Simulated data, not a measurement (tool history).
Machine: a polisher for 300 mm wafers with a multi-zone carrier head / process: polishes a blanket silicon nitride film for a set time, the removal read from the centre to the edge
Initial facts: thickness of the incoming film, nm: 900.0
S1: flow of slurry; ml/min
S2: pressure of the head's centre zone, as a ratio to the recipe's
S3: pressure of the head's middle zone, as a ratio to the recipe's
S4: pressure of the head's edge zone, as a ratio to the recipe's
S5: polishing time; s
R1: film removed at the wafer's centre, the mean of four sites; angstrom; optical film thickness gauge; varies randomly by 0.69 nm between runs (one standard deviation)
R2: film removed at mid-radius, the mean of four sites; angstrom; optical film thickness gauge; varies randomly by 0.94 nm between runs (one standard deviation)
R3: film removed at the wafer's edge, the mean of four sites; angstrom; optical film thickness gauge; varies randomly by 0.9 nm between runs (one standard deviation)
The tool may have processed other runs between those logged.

Run 1, hour 0: S1 140 ml/min, S2 1, S3 1, S4 1, S5 62 s. Result: R1 906.8 angstrom, R2 923.9 angstrom, R3 844.51 angstrom.
Run 2, hour 1.3: S1 150 ml/min, S2 1.01, S3 0.99, S4 1.04, S5 63 s. Result: R1 957.78 angstrom, R2 945.32 angstrom, R3 877.75 angstrom.
Run 3, hour 9.2: S1 150 ml/min, S2 1.01, S3 0.96, S4 1.04, S5 63 s. Result: R1 953.4 angstrom, R2 929.4 angstrom, R3 872.81 angstrom.
Run 4, hour 15.5: S1 150 ml/min, S2 1.01, S3 0.96, S4 1.04, S5 53 s. Result: R1 799.72 angstrom, R2 766.53 angstrom, R3 741.1 angstrom.
Run 5, hour 20.7: S1 150 ml/min, S2 1.01, S3 0.95, S4 1.07, S5 57 s. Result: R1 858.24 angstrom, R2 837.37 angstrom, R3 811.03 angstrom.
Run 6, hour 22.7: S1 150 ml/min, S2 1.02, S3 0.93, S4 1.1, S5 60 s. Result: R1 919.54 angstrom, R2 857.67 angstrom, R3 865.33 angstrom.
Run 7, hour 27: S1 155 ml/min, S2 1.02, S3 0.93, S4 1.12, S5 62 s. Result: R1 952.8 angstrom, R2 896.92 angstrom, R3 902.86 angstrom.
Run 8, hour 32.9: S1 160 ml/min, S2 1.02, S3 0.92, S4 1.14, S5 63 s. Result: R1 972.39 angstrom, R2 907.68 angstrom, R3 936.59 angstrom.
Run 9, hour 38.1: S1 200 ml/min, S2 1.06, S3 0.94, S4 1.19, S5 66 s. Result: R1 1109.7 angstrom, R2 1010.2 angstrom, R3 1023.8 angstrom.

Predict the results of run 10:
Run 10, hour 41.3: S1 200 ml/min, S2 1.06, S3 0.93, S4 1.19, S5 66 s. Result: R1 ?, R2 ?, R3 ?.

{"run 10": {"R1": 1107.1, "R2": 992.25, "R3": 1023.6}}
